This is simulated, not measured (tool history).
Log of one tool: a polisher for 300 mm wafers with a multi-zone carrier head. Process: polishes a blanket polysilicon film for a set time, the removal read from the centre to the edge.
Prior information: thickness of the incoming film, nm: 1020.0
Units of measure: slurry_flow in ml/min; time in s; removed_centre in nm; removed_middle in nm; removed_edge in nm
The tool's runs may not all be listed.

run	hour	slurry_flow	centre_zone	middle_zone	edge_zone	time	removed_centre	removed_middle	removed_edge
1	0	200	1	1	1	38	289.37	291	293.9
2	5.6	200	1.06	1	1	38	300.3	284.06	292.27
3	6.5	200	1.09	1	1	38	311.98	295.04	286.74
4	9.3	200	1.09	1	0.96	38	314	292.41	289.96
5	12.6	195	1.09	1	0.96	38	310.26	293.83	282.56
6	19.4	245	1.09	1	0.96	38	318.48	294.79	297.46
7	25.4	235	1.09	0.99	0.95	38	316.03	303.18	290.5
8	26.1	225	1.09	0.98	0.95	38	316.89	294.38	290.9
9	28	220	1.09	0.97	0.95	38	316.23	295.52	288.02
10	34.9	215	1.09	0.96	0.96	38	313.2	287.29	286.22
11	35.9	210	1.08	0.95	0.95	38	308.51	280.22	291.43
12	43.9	205	1.08	0.95	0.95	38	309.54	287.18	287.76
13	46.5	200	1.08	0.94	0.95	38	308.47	282.26	284.93
14	49.7	195	1.08	0.93	0.94	38	308.06	278.76	283.63
15	53.7	190	1.08	0.93	0.93	38	302.53	282.17	283.86
16	54.7	185	1.08	0.93	0.93	38	305.14	272.4	285.27

Run 17 has not been measured yet. What should we expect?
17	56.6	180	1.09	0.95	0.92	36	?	?	?

{"run 17": {"removed_centre": 288.87, "removed_middle": 263.98, "removed_edge": 266.26}}
